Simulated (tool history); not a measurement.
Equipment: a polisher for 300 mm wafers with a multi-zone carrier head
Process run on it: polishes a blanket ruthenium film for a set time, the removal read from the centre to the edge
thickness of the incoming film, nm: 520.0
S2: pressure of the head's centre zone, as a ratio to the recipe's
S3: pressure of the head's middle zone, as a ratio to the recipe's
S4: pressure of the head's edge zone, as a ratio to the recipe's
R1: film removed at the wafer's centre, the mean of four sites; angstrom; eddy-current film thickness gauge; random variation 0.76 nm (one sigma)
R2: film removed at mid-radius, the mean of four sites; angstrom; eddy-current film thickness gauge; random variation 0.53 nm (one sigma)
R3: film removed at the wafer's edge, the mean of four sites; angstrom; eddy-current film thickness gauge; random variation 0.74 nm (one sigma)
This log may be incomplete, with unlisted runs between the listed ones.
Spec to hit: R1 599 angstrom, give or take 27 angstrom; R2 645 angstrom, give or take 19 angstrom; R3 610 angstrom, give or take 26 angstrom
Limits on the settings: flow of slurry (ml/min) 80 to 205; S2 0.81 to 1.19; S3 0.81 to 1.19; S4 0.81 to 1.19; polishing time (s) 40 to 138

{"run": 1, "hour": 0.0, "flow of slurry (ml/min)": 135, "S2": 1, "S3": 1, "S4": 1, "polishing time (s)": 88, "R1": 416.12, "R2": 416.06, "R3": 423.52}
{"run": 2, "hour": 6.1, "flow of slurry (ml/min)": 140, "S2": 1.01, "S3": 1.02, "S4": 1.02, "polishing time (s)": 92, "R1": 444.86, "R2": 454.35, "R3": 441.82}
{"run": 3, "hour": 14.5, "flow of slurry (ml/min)": 140, "S2": 1.01, "S3": 1.02, "S4": 1.02, "polishing time (s)": 83, "R1": 397.4, "R2": 412.41, "R3": 405.71}
{"run": 4, "hour": 15.1, "flow of slurry (ml/min)": 140, "S2": 1.01, "S3": 1.02, "S4": 0.96, "polishing time (s)": 83, "R1": 391.98, "R2": 407.58, "R3": 381.48}
{"run": 5, "hour": 22.2, "flow of slurry (ml/min)": 140, "S2": 1.01, "S3": 1.02, "S4": 0.96, "polishing time (s)": 71, "R1": 337.38, "R2": 347.22, "R3": 335.26}
{"run": 6, "hour": 25.1, "flow of slurry (ml/min)": 120, "S2": 1.01, "S3": 1.02, "S4": 0.96, "polishing time (s)": 71, "R1": 334.64, "R2": 338.59, "R3": 325.55}
{"run": 7, "hour": 27.5, "flow of slurry (ml/min)": 130, "S2": 1.02, "S3": 1.03, "S4": 1, "polishing time (s)": 77, "R1": 362.19, "R2": 376.44, "R3": 364.34}
{"run": 8, "hour": 28.6, "flow of slurry (ml/min)": 130, "S2": 1.02, "S3": 1.03, "S4": 1, "polishing time (s)": 77, "R1": 362.92, "R2": 375.91, "R3": 373.93}
{"run": 9, "hour": 29.2, "flow of slurry (ml/min)": 140, "S2": 1.05, "S3": 1.05, "S4": 1.02, "polishing time (s)": 82, "R1": 409.31, "R2": 404.66, "R3": 398.85}
{"run": 10, "hour": 32.6, "flow of slurry (ml/min)": 145, "S2": 1.05, "S3": 1.07, "S4": 1.04, "polishing time (s)": 86, "R1": 430.61, "R2": 440.62, "R3": 424.3}
{"run": 11, "hour": 38.4, "flow of slurry (ml/min)": 150, "S2": 1.05, "S3": 1.08, "S4": 1.06, "polishing time (s)": 89, "R1": 461.98, "R2": 468.44, "R3": 437.26}
{"run": 12, "hour": 41.9, "flow of slurry (ml/min)": 150, "S2": 1.04, "S3": 1.08, "S4": 1.08, "polishing time (s)": 93, "R1": 466.95, "R2": 488.41, "R3": 457.75}
{"run": 13, "hour": 50.2, "flow of slurry (ml/min)": 150, "S2": 1.04, "S3": 1.08, "S4": 1.1, "polishing time (s)": 97, "R1": 486.73, "R2": 504.69, "R3": 504.34}
{"run": 14, "hour": 54.4, "flow of slurry (ml/min)": 155, "S2": 1.04, "S3": 1.09, "S4": 1.11, "polishing time (s)": 99, "R1": 498.69, "R2": 524.89, "R3": 511.55}
{"run": 15, "hour": 63.0, "flow of slurry (ml/min)": 160, "S2": 1.04, "S3": 1.1, "S4": 1.12, "polishing time (s)": 101, "R1": 501.66, "R2": 540.09, "R3": 516.26}
{"run": 16, "hour": 69.6, "flow of slurry (ml/min)": 160, "S2": 1.05, "S3": 1.11, "S4": 1.13, "polishing time (s)": 103, "R1": 538.23, "R2": 552.12, "R3": 542.92}
{"run": 17, "hour": 71.5, "flow of slurry (ml/min)": 160, "S2": 1.05, "S3": 1.12, "S4": 1.14, "polishing time (s)": 104, "R1": 538.18, "R2": 575.05, "R3": 547.02}
{"run": 18, "hour": 78.2, "flow of slurry (ml/min)": 190, "S2": 1.06, "S3": 1.12, "S4": 1.19, "polishing time (s)": 111, "R1": 605.14, "R2": 622.46, "R3": 606.46}

Next run, 4 choices. One meets every target within its allowed miss, the rest don't. Which?
{"run": "A", "hour": 84.9, "flow of slurry (ml/min)": 180, "S2": 1.12, "S3": 1.05, "S4": 1.19, "polishing time (s)": 114, "R1": "?", "R2": "?", "R3": "?"}
{"run": "B", "hour": 84.9, "flow of slurry (ml/min)": 160, "S2": 0.99, "S3": 1.02, "S4": 1.19, "polishing time (s)": 115, "R1": "?", "R2": "?", "R3": "?"}
{"run": "C", "hour": 84.9, "flow of slurry (ml/min)": 205, "S2": 1.12, "S3": 1.1, "S4": 1.15, "polishing time (s)": 107, "R1": "?", "R2": "?", "R3": "?"}
{"run": "D", "hour": 84.9, "flow of slurry (ml/min)": 190, "S2": 1.04, "S3": 1.13, "S4": 1.17, "polishing time (s)": 114, "R1": "?", "R2": "?", "R3": "?"}

move=A R1=649.26 R2=603.28 R3=612.87
move=B R1=564.73 R2=581.79 R3=609.02
move=C R1=623.62 R2=601.29 R3=573.28
move=D R1=608.88 R2=648.34 R3=610.78
A: lands further from the targets than the last run did
B: lands further from the targets than the last run did
C: lands further from the targets than the last run did
D: every result within its allowed miss
Move D is the one to make.
